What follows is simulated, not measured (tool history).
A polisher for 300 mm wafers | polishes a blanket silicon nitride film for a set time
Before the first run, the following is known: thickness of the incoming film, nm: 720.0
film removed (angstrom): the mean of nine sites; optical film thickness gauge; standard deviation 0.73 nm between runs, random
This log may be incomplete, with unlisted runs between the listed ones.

run,hour,flow of slurry (ml/min),pressure of the wafer on the pad (psi),speed of the pad under the wafer (cm/s),polishing time (s),film removed (angstrom)
1,0,260,3,106,54,921.37
2,7.1,260,3,106,49,852.39
3,8,265,3.1,106,49,872.79
4,13.6,265,2.7,106,49,764.63
5,20,265,2.7,80,49,603.86
6,28.6,265,2.9,80,49,653.26
7,30.7,265,3.1,80,49,691.84
8,34,265,3.3,80,49,738.24
9,39.6,265,3.4,80,49,762.84
10,46.9,265,3.5,80,49,785.18
11,50.6,265,3.6,80,49,805.16
12,56.6,265,3.7,82,49,836.33

Run 13, settings as shown, results not yet in. Your forecast:
13,59.2,265,3.8,84,49,?

Run 13 measured film removed (angstrom) 866.83.

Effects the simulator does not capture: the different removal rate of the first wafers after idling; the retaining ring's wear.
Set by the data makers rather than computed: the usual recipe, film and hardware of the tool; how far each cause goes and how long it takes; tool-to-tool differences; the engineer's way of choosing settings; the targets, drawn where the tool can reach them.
